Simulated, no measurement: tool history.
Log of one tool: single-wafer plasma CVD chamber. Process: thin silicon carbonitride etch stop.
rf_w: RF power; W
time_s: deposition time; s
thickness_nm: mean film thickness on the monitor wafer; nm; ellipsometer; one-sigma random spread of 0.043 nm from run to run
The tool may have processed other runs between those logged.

| run | hour | rf_w | time_s | thickness_nm |
|---|---|---|---|---|
| 1 | 0.0 | 190 | 17.9 | 9.8478 |
| 2 | 8.3 | 180 | 17.5 | 9.3342 |
| 3 | 10.3 | 170 | 17.3 | 9.0019 |
| 4 | 18.7 | 180 | 17.3 | 9.1761 |
| 5 | 24.8 | 170 | 17.2 | 8.9695 |
| 6 | 28.6 | 165 | 17.1 | 8.7604 |

Predict the results of run 7:
| 7 | 32.6 | 160 | 17.1 | ? |

thickness_nm: 8.5970 nm

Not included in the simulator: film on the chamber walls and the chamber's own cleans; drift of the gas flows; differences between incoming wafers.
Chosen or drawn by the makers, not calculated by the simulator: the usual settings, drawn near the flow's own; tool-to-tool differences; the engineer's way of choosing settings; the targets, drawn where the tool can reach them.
